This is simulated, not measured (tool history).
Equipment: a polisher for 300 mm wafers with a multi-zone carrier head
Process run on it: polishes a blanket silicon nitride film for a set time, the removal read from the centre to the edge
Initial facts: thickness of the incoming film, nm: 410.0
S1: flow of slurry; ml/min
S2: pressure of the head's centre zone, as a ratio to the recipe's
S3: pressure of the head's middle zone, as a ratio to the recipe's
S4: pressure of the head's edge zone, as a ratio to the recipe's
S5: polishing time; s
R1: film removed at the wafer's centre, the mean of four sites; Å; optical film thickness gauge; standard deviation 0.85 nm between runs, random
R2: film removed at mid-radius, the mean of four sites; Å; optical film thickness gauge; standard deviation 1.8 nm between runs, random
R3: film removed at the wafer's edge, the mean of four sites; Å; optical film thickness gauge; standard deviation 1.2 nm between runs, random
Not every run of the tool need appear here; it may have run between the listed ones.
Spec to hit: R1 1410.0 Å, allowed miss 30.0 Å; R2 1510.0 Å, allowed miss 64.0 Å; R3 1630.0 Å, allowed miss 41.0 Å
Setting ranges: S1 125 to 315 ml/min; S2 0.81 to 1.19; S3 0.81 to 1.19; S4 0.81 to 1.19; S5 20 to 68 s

run 1 hour=0.0 | S1=205 S2=1.00 S3=1.00 S4=1.00 S5=44 | R1=1451.5 R2=1433.8 R3=1432.0
run 2 hour=2.2 | S1=205 S2=0.99 S3=1.00 S4=1.02 S5=44 | R1=1454.9 R2=1422.1 R3=1426.0
run 3 hour=8.3 | S1=200 S2=0.97 S3=1.00 S4=1.04 S5=45 | R1=1442.4 R2=1407.3 R3=1458.6
run 4 hour=10.0 | S1=200 S2=1.04 S3=1.00 S4=1.04 S5=45 | R1=1537.8 R2=1427.0 R3=1458.7
run 5 hour=14.4 | S1=195 S2=1.01 S3=1.00 S4=1.05 S5=46 | R1=1542.5 R2=1472.5 R3=1507.2
run 6 hour=21.4 | S1=195 S2=1.01 S3=1.00 S4=1.05 S5=40 | R1=1339.7 R2=1268.7 R3=1311.4
run 7 hour=29.8 | S1=200 S2=0.99 S3=1.01 S4=1.07 S5=41 | R1=1341.2 R2=1312.6 R3=1358.3
run 8 hour=34.9 | S1=200 S2=0.99 S3=1.01 S4=1.07 S5=41 | R1=1339.4 R2=1303.5 R3=1360.8
run 9 hour=42.5 | S1=210 S2=0.98 S3=1.02 S4=1.09 S5=42 | R1=1385.9 R2=1374.7 R3=1406.6
run 10 hour=51.2 | S1=210 S2=0.96 S3=1.02 S4=1.10 S5=43 | R1=1389.4 R2=1423.9 R3=1446.9

5 next moves are on the table. One of them brings every result within its allowed miss. Which?
run A hour=59.9 | S1=200 S2=1.03 S3=0.96 S4=1.19 S5=44 | R1=? R2=? R3=?
run B hour=59.9 | S1=190 S2=0.91 S3=0.97 S4=1.09 S5=47 | R1=? R2=? R3=?
run C hour=59.9 | S1=125 S2=0.92 S3=0.88 S4=1.17 S5=49 | R1=? R2=? R3=?
run D hour=59.9 | S1=205 S2=0.88 S3=0.98 S4=1.12 S5=48 | R1=? R2=? R3=?
run E hour=59.9 | S1=175 S2=0.94 S3=0.97 S4=1.16 S5=46 | R1=? R2=? R3=?

move=A R1=1498.1 R2=1357.4 R3=1508.4
move=B R1=1403.9 R2=1455.4 R3=1549.0
move=C R1=1400.3 R2=1336.2 R3=1605.8
move=D R1=1398.7 R2=1511.0 R3=1608.3
move=E R1=1405.5 R2=1411.4 R3=1544.0
A: nearer than the last run, and not there yet
B: nearer than the last run, and not there yet
C: brings the result that was furthest off to its target, and leaves another outside
D: in spec on every target
E: nearer than the last run, and not there yet
The move that meets every target is D.
